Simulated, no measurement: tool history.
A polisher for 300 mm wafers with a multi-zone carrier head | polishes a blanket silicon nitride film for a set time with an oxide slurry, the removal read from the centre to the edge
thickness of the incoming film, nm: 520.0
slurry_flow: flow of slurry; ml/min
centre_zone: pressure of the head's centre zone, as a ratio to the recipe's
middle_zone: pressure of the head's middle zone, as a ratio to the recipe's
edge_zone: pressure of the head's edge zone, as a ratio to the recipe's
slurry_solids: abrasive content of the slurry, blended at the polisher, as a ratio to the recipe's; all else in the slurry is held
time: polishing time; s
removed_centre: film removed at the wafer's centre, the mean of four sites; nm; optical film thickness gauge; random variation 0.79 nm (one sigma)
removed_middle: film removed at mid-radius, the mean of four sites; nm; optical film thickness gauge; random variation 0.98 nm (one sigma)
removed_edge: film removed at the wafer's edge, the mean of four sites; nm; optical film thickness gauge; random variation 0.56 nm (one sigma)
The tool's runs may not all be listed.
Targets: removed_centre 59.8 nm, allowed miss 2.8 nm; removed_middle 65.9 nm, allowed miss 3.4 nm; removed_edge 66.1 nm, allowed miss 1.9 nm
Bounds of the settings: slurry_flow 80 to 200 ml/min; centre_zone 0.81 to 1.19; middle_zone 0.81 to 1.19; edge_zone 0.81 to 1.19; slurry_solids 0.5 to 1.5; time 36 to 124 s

run 1 hour=0 | slurry_flow=130 centre_zone=1 middle_zone=1 edge_zone=1 slurry_solids=1 time=79 | removed_centre=46.905 removed_middle=47.154 removed_edge=48.749
run 2 hour=5.9 | slurry_flow=140 centre_zone=1 middle_zone=1.03 edge_zone=1.04 slurry_solids=1.1 time=79 | removed_centre=49.182 removed_middle=51.391 removed_edge=52.715
run 3 hour=10.2 | slurry_flow=110 centre_zone=1 middle_zone=1.03 edge_zone=1.04 slurry_solids=1.1 time=79 | removed_centre=47.728 removed_middle=50.062 removed_edge=50.097
run 4 hour=11 | slurry_flow=110 centre_zone=1 middle_zone=1.03 edge_zone=1.11 slurry_solids=1.1 time=79 | removed_centre=46.384 removed_middle=49.692 removed_edge=52.655
run 5 hour=17.1 | slurry_flow=110 centre_zone=1 middle_zone=1.03 edge_zone=1.11 slurry_solids=1.1 time=91 | removed_centre=53.96 removed_middle=57.457 removed_edge=60.75
run 6 hour=21.9 | slurry_flow=110 centre_zone=1 middle_zone=1.03 edge_zone=1.03 slurry_solids=1.1 time=91 | removed_centre=53.753 removed_middle=56.091 removed_edge=57.956
-- hour=28.8 edge zone pressure recalibrated
run 7 hour=28.8 | slurry_flow=125 centre_zone=1 middle_zone=1.05 edge_zone=1.05 slurry_solids=1.1 time=91 | removed_centre=55.647 removed_middle=59.551 removed_edge=56.895
run 8 hour=31.7 | slurry_flow=125 centre_zone=1 middle_zone=1.05 edge_zone=1.05 slurry_solids=1.1 time=91 | removed_centre=57.131 removed_middle=56.845 removed_edge=55.976
run 9 hour=40 | slurry_flow=130 centre_zone=0.98 middle_zone=1.05 edge_zone=1.08 slurry_solids=1.15 time=91 | removed_centre=56.177 removed_middle=60.016 removed_edge=59.136
run 10 hour=48.2 | slurry_flow=135 centre_zone=0.98 middle_zone=1.05 edge_zone=1.11 slurry_solids=1.2 time=91 | removed_centre=57.827 removed_middle=60.954 removed_edge=61.077

5 next moves are on the table. One of them brings every result within its allowed miss. Which?
run A hour=56.4 | slurry_flow=170 centre_zone=1.06 middle_zone=1.05 edge_zone=1.05 slurry_solids=1.15 time=81 | removed_centre=? removed_middle=? removed_edge=?
run B hour=56.4 | slurry_flow=150 centre_zone=1.09 middle_zone=1.01 edge_zone=1.11 slurry_solids=1.35 time=82 | removed_centre=? removed_middle=? removed_edge=?
run C hour=56.4 | slurry_flow=150 centre_zone=0.98 middle_zone=1.1 edge_zone=1 slurry_solids=1.15 time=94 | removed_centre=? removed_middle=? removed_edge=?
run D hour=56.4 | slurry_flow=125 centre_zone=0.97 middle_zone=1.06 edge_zone=1.16 slurry_solids=1.35 time=94 | removed_centre=? removed_middle=? removed_edge=?
run E hour=56.4 | slurry_flow=160 centre_zone=1.1 middle_zone=0.99 edge_zone=1.08 slurry_solids=1.2 time=80 | removed_centre=? removed_middle=? removed_edge=?

move=A removed_centre=58.265 removed_middle=56.545 removed_edge=54.056
move=B removed_centre=62.563 removed_middle=57.282 removed_edge=58.604
move=C removed_centre=60.914 removed_middle=66.766 removed_edge=60.203
move=D removed_centre=61.052 removed_middle=65.843 removed_edge=66.796
move=E removed_centre=59.91 removed_middle=53.368 removed_edge=54.598
A: further off than the last run
B: further off than the last run
C: further off than the last run
D: meets every target
E: further off than the last run
The right move is D.
